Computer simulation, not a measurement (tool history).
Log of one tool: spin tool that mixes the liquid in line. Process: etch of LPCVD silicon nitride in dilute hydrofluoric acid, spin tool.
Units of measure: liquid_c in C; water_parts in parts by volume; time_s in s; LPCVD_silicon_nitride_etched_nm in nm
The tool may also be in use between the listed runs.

run,hour,liquid_c,water_parts,time_s,LPCVD_silicon_nitride_etched_nm
1,0.0,26.0,55,70,0.83866
2,5.3,28.0,55,70,0.96930
3,11.2,28.0,35,70,1.49670
4,14.0,28.5,35,70,1.56630
5,22.3,29.0,35,70,1.58370
6,25.8,29.0,45,70,1.24750

Run 7 has not been measured yet. What should we expect?
7,31.8,30.0,45,70,?

{"run 7": {"LPCVD_silicon_nitride_etched_nm": 1.3047}}
